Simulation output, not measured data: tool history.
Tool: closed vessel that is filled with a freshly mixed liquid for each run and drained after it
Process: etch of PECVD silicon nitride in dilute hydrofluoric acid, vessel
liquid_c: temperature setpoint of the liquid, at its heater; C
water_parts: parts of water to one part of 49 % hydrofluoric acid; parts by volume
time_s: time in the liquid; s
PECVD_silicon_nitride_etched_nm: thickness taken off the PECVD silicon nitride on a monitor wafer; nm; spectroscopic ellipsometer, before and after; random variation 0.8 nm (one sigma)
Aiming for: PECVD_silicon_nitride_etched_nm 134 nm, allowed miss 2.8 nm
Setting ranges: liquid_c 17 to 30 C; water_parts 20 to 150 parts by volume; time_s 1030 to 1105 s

run  hour  liquid_c  water_parts  time_s  PECVD_silicon_nitride_etched_nm
  1     0        22           85    1030                           43.424
  2   3.4      18.5           85    1030                           34.871
  3   7.9      18.5           85    1105                            37.09
  4  15.2        17           85    1105                           33.078
  5  18.5        17          110    1105                           26.101
  6  22.3        19          100    1105                           32.598
  7  26.1      20.5           90    1105                           39.836
  8  34.6        22           80    1105                           49.526
  9    44        23           75    1105                           56.921
 10  52.8        24           70    1105                           65.373
 11  56.1        25           65    1105                           74.756

5 candidate next runs follow, results not yet known. Just one meets every target within its allowed miss. Identify it.
  A  59.4        27           40    1085                                ?
  B  59.4        28           45    1055                                ?
  C  59.4      27.5           40    1090                                ?
  D  59.4        28           35    1075                                ?
  E  59.4        28           45    1100                                ?

move  PECVD_silicon_nitride_etched_nm
   A                           134.44
   B                            124.4
   C                            139.6
   D                           162.15
   E                           129.71
A: hits every target within its allowed miss
B: moves toward the targets from the last run without getting all of them in spec
C: the result that was furthest off in the last run now lies on the other side of its target
D: the result that was furthest off in the last run now lies on the other side of its target
E: moves toward the targets from the last run without getting all of them in spec
So the answer is move A, the one that meets all the targets.
